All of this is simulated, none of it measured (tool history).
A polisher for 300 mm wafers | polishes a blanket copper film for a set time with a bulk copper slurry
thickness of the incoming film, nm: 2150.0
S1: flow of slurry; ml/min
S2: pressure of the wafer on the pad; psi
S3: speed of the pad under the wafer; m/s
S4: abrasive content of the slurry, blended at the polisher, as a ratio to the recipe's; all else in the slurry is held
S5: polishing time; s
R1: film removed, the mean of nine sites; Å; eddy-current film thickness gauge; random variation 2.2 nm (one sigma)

run,hour,S1,S2,S3,S4,S5,R1
1,0,300,2.2,1.28,1,41,3519.7
2,6.5,300,2.2,1.5,1,41,3935.5
3,13.9,300,2.2,1.32,1,41,3546.2
4,22.1,300,1.9,1.22,1,41,2871
5,25.2,300,1.7,1.16,1,41,2440.3
6,27.6,300,2.2,1.16,1,41,3070.3
7,29.6,300,1.6,0.98,1,41,1955.5
8,31.3,300,1.5,0.98,1,41,1857.2

The next listed run, before its measurement:
9,34.3,300,1.4,0.98,1,41,?

R1: 1693.9 Å
